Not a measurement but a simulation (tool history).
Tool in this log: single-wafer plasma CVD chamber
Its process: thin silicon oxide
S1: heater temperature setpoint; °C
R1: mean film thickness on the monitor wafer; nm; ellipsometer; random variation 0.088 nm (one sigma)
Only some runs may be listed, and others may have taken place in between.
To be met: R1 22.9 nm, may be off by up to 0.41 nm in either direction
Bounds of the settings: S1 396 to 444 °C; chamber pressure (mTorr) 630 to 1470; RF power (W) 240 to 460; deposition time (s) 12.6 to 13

Run 1, hour 0: S1 420 °C, chamber pressure (mTorr) 1050, RF power (W) 350, deposition time (s) 12.6. Result: R1 28.788 nm.
Run 2, hour 8.4: S1 420 °C, chamber pressure (mTorr) 1050, RF power (W) 390, deposition time (s) 12.6. Result: R1 29.939 nm.
Run 3, hour 9.4: S1 420 °C, chamber pressure (mTorr) 940, RF power (W) 385, deposition time (s) 12.6. Result: R1 27.76 nm.
Run 4, hour 13.8: S1 420 °C, chamber pressure (mTorr) 880, RF power (W) 385, deposition time (s) 12.6. Result: R1 26.447 nm.
Run 5, hour 14.9: S1 420 °C, chamber pressure (mTorr) 880, RF power (W) 415, deposition time (s) 12.6. Result: R1 27.477 nm.
Run 6, hour 17.3: S1 420 °C, chamber pressure (mTorr) 810, RF power (W) 410, deposition time (s) 12.6. Result: R1 25.773 nm.
Run 7, hour 23.1: S1 420 °C, chamber pressure (mTorr) 760, RF power (W) 410, deposition time (s) 12.6. Result: R1 24.66 nm.
Run 8, hour 31.8: S1 420 °C, chamber pressure (mTorr) 650, RF power (W) 405, deposition time (s) 12.6. Result: R1 21.721 nm.
Run 9, hour 35: S1 420 °C, chamber pressure (mTorr) 670, RF power (W) 405, deposition time (s) 12.6. Result: R1 22.364 nm.

Exactly one of the 5 candidate moves below puts every result within its allowed miss. Which one?
Run A, hour 38.2: S1 417 °C, chamber pressure (mTorr) 710, RF power (W) 410, deposition time (s) 13. Result: R1 ?.
Run B, hour 38.2: S1 423 °C, chamber pressure (mTorr) 640, RF power (W) 405, deposition time (s) 12.6. Result: R1 ?.
Run C, hour 38.2: S1 432 °C, chamber pressure (mTorr) 720, RF power (W) 385, deposition time (s) 13. Result: R1 ?.
Run D, hour 38.2: S1 411 °C, chamber pressure (mTorr) 650, RF power (W) 420, deposition time (s) 13. Result: R1 ?.
Run E, hour 38.2: S1 407 °C, chamber pressure (mTorr) 720, RF power (W) 390, deposition time (s) 13. Result: R1 ?.

move      R1
   A  24.329
   B  21.552
   C  23.738
   D  23.023
   E  24.299
A: moves the result that the last run missed by most past its target, out the other side
B: lands further from the targets than the last run did
C: moves the result that the last run missed by most past its target, out the other side
D: all results in spec
E: moves the result that the last run missed by most past its target, out the other side
Correct choice: D, which meets every target
